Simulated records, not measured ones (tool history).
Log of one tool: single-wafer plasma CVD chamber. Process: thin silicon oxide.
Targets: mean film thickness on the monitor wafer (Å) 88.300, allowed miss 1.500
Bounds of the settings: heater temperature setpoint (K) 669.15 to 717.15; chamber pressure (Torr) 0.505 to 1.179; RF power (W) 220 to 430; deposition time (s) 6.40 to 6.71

run	hour	heater temperature setpoint (K)	chamber pressure (Torr)	RF power (W)	deposition time (s)	mean film thickness on the monitor wafer (Å)
1	0.0	693.15	0.842	325	6.71	121.370
2	8.4	686.15	0.842	325	6.71	120.820
3	16.5	686.15	0.842	325	6.40	115.100
4	24.5	686.15	0.787	325	6.40	111.800
5	33.3	676.15	0.787	325	6.40	112.280
6	39.8	676.15	0.787	325	6.71	117.460
7	47.8	677.15	0.723	320	6.70	111.120
8	55.0	677.15	0.674	310	6.68	106.010
9	56.8	677.15	0.636	300	6.65	101.780
10	65.5	677.15	0.606	290	6.62	97.394
11	69.6	677.15	0.583	285	6.61	94.955
12	70.3	677.15	0.565	285	6.61	93.810
13	71.2	677.15	0.551	285	6.61	92.289
14	73.4	678.15	0.541	285	6.61	91.008
15	82.4	679.15	0.536	285	6.61	90.587
16	84.7	680.15	0.531	285	6.61	90.312

Which of these 5 next moves meets every target?
A	87.0	677.15	0.505	260	6.50	?
B	87.0	677.15	0.533	285	6.40	?
C	87.0	683.15	0.505	275	6.41	?
D	87.0	682.15	0.515	285	6.40	?
E	87.0	695.15	0.541	230	6.64	?

move	mean film thickness on the monitor wafer (Å)
A	84.316
B	87.536
C	84.094
D	85.704
E	85.354
A: takes the result that was furthest off past its target
B: meets every target
C: takes the result that was furthest off past its target
D: takes the result that was furthest off past its target
E: takes the result that was furthest off past its target
The right move is B.
